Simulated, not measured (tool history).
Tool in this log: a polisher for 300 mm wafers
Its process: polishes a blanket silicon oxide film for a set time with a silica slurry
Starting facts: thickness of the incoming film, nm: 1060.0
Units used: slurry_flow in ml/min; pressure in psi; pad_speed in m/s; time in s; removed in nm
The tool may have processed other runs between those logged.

run,hour,slurry_flow,pressure,pad_speed,slurry_solids,time,removed
1,0.0,255,4.1,1.26,1.0,117,476.82
2,5.0,255,4.1,1.26,1.0,117,477.06
3,13.9,255,3.9,1.26,1.0,117,456.93
4,17.8,255,3.7,1.26,1.0,117,439.95
5,23.2,255,2.8,1.26,1.0,117,359.58
6,25.3,255,2.7,1.26,1.0,117,341.30
7,28.1,245,2.6,1.26,1.0,117,333.30

What does the tool deliver on the next run?
8,33.5,240,2.6,1.26,1.0,117,?

removed: 333.89 nm

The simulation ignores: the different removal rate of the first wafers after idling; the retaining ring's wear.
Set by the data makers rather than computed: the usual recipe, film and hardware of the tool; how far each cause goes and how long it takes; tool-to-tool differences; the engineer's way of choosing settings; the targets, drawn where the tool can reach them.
